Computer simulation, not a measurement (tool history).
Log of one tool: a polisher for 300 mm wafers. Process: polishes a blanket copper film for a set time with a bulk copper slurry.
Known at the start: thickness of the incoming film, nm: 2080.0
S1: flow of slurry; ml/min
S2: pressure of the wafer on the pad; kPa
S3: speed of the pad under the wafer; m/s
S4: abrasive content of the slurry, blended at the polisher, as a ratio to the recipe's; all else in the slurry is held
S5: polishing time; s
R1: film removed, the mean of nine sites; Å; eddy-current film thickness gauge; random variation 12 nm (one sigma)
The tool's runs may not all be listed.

run    day   S1    S2    S3   S4  S5      R1
  1  0.000  215  15.9  1.36  1.0  52  5711.6
  2  0.162  215  17.9  1.38  1.0  52  6481.4
  3  0.321  215  17.9  1.50  1.0  52  6968.1
  4  0.421  270  17.9  1.50  1.0  52  7008.7
  5  0.671  320  17.9  1.50  1.0  52  7576.2
  6  0.783  320  17.9  1.22  1.0  52  6099.9

Forecast run 7:
  7  0.850  320  20.0  1.24  1.0  52   ?

Run 7 gave R1 6898.7 Å.
